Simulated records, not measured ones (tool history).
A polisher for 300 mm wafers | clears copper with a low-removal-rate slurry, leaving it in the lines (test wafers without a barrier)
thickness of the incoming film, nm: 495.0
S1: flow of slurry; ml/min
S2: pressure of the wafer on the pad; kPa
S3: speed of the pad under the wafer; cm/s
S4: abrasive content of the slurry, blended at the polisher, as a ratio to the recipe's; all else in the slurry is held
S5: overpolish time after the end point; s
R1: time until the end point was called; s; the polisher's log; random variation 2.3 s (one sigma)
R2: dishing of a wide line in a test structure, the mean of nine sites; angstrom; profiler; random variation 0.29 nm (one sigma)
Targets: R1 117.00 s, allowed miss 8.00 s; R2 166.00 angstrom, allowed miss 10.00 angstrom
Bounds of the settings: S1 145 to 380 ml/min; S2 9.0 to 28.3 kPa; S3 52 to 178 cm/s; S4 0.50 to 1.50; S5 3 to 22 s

run	day	S1	S2	S3	S4	S5	R1	R2
1	0.000	245	18.6	114	1.00	11	145.86	270.27
2	0.096	245	22.1	114	1.00	11	127.95	312.41
3	0.450	245	22.1	114	0.85	11	132.28	298.88
4	0.571	245	18.6	114	0.85	11	158.71	266.39
5	0.658	255	20.0	114	0.95	9	138.00	233.69
6	0.738	215	20.0	114	0.95	9	145.82	232.24
7	0.925	240	20.7	114	1.00	7	138.45	194.17
8	1.079	240	20.7	114	1.00	7	136.78	190.35

4 next moves are on the table. One of them brings every result within its allowed miss. Which?
A	1.233	380	21.4	128	0.95	5	?	?
B	1.233	145	22.8	96	0.85	6	?	?
C	1.233	265	17.9	112	1.00	9	?	?
D	1.233	230	21.4	106	0.95	6	?	?

move	R1	R2
A	113.37	172.74
B	157.58	150.96
C	155.43	220.06
D	141.50	166.60
A: meets every target
B: further off than the last run
C: further off than the last run
D: further off than the last run
Answer: A
